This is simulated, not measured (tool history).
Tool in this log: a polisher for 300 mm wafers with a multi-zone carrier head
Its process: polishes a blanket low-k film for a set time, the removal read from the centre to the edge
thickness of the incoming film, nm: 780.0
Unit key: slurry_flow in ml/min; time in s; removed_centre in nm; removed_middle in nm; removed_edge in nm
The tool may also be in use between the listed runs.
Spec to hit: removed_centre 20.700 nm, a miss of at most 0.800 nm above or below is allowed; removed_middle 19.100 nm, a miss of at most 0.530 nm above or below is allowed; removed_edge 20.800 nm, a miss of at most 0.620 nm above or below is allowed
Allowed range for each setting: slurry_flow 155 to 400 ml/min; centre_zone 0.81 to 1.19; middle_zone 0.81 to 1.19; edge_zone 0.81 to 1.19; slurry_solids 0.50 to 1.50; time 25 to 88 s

| run | hour | slurry_flow | centre_zone | middle_zone | edge_zone | slurry_solids | time | removed_centre | removed_middle | removed_edge |
|---|---|---|---|---|---|---|---|---|---|---|
| 1 | 0.0 | 255 | 1.00 | 1.00 | 1.00 | 1.00 | 56 | 21.525 | 23.011 | 22.738 |
| 2 | 4.6 | 245 | 1.00 | 0.97 | 0.98 | 1.00 | 56 | 21.736 | 22.412 | 22.466 |
| 3 | 12.6 | 240 | 1.00 | 0.94 | 0.97 | 1.00 | 56 | 21.392 | 21.682 | 22.344 |
| 4 | 14.3 | 240 | 1.00 | 0.98 | 0.97 | 1.00 | 56 | 21.777 | 22.126 | 22.304 |
| 5 | 21.3 | 240 | 1.00 | 0.98 | 0.97 | 1.15 | 56 | 23.531 | 24.574 | 24.506 |
| 6 | 29.7 | 185 | 1.00 | 0.98 | 0.97 | 1.15 | 56 | 22.877 | 23.654 | 23.909 |
| 7 | 35.2 | 185 | 1.00 | 0.95 | 0.95 | 1.10 | 56 | 22.205 | 22.530 | 23.013 |
| 8 | 38.8 | 185 | 1.00 | 0.95 | 0.95 | 1.10 | 56 | 22.468 | 22.334 | 23.140 |
| 9 | 44.7 | 185 | 1.00 | 0.93 | 0.93 | 1.05 | 56 | 21.584 | 21.840 | 22.148 |
| 10 | 46.1 | 180 | 1.01 | 0.91 | 0.93 | 1.05 | 56 | 21.384 | 21.245 | 22.296 |
| 11 | 51.0 | 180 | 1.01 | 0.91 | 0.93 | 1.05 | 56 | 21.874 | 21.228 | 22.174 |
| 12 | 56.3 | 180 | 1.01 | 0.89 | 0.92 | 1.05 | 56 | 21.901 | 21.032 | 22.060 |
| 13 | 57.1 | 180 | 1.01 | 0.88 | 0.92 | 1.05 | 56 | 22.041 | 20.986 | 21.963 |
| 14 | 58.9 | 175 | 1.01 | 0.87 | 0.92 | 1.05 | 56 | 21.968 | 20.731 | 21.817 |
|  | 62.8 | worn pad replaced by a new one |
| 15 | 62.8 | 170 | 1.01 | 0.86 | 0.92 | 1.05 | 56 | 24.495 | 23.195 | 25.041 |
| 16 | 69.1 | 165 | 1.02 | 0.86 | 0.92 | 1.00 | 56 | 23.475 | 22.199 | 24.083 |
| 17 | 69.8 | 165 | 1.03 | 0.82 | 0.85 | 0.75 | 56 | 19.035 | 16.839 | 18.443 |
| 18 | 75.2 | 165 | 1.04 | 0.84 | 0.87 | 0.75 | 56 | 19.236 | 17.147 | 18.540 |

Exactly one of the 4 candidate moves below puts every result within its allowed miss. Which one?
| A | 80.6 | 155 | 1.00 | 0.83 | 0.86 | 0.70 | 68 | ? | ? | ? |
| B | 80.6 | 155 | 0.90 | 0.82 | 0.90 | 0.80 | 62 | ? | ? | ? |
| C | 80.6 | 155 | 1.04 | 0.81 | 0.87 | 0.75 | 50 | ? | ? | ? |
| D | 80.6 | 200 | 1.19 | 1.09 | 0.81 | 0.65 | 58 | ? | ? | ? |

| move | removed_centre | removed_middle | removed_edge |
|---|---|---|---|
| A | 20.449 | 19.125 | 20.925 |
| B | 19.612 | 19.853 | 22.366 |
| C | 16.749 | 14.888 | 16.675 |
| D | 19.205 | 18.930 | 16.215 |
A: every result lands within tolerance
B: the result that was furthest off in the last run now lies on the other side of its target
C: its largest miss is bigger than the last run's
D: the furthest-off result lands on target, but another misses its tolerance
The right move is A.
